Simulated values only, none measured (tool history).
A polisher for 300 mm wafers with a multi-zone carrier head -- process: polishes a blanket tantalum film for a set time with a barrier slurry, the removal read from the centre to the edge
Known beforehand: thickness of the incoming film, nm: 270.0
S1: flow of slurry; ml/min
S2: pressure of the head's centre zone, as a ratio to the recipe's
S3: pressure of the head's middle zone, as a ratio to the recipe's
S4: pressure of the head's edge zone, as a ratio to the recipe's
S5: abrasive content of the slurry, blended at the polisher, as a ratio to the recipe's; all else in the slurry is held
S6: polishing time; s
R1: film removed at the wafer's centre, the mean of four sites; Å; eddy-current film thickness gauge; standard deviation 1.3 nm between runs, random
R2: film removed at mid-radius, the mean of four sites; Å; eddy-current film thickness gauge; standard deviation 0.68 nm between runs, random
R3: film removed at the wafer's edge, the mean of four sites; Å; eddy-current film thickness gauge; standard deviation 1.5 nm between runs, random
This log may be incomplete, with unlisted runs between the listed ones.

run  hour   S1    S2    S3    S4    S5  S6      R1      R2      R3
  1     0  245     1     1     1     1  56  814.61  811.69  816.44
  2   5.9  245     1  1.05     1     1  56  806.19  855.26  824.61
  3   8.2  245     1  1.05     1     1  49  715.73  742.65  702.89
  4  11.7  245     1  1.05  0.96     1  49  717.34  743.14  701.16
  5  16.3  245  1.03  1.03  0.99  1.15  52  813.96  809.03  795.39
  6    24  245  1.03  1.07  0.99  1.15  52  826.54  831.25   809.5
  7  28.1  255  1.07  1.09  1.02  1.25  52  869.83  876.25  819.02
  8  35.8  245  1.09  1.06  1.02   1.3  54  908.33  885.67  854.27
  9  44.4  255  1.11  1.03  1.03  1.35  56  986.98  904.83  922.58

Run 10 comes next. What will it give?
 10    45  270  1.12  1.03  1.05  1.4  56   ?   ?   ?

{"run 10": {"R1": 989.84, "R2": 932.73, "R3": 944.41}}

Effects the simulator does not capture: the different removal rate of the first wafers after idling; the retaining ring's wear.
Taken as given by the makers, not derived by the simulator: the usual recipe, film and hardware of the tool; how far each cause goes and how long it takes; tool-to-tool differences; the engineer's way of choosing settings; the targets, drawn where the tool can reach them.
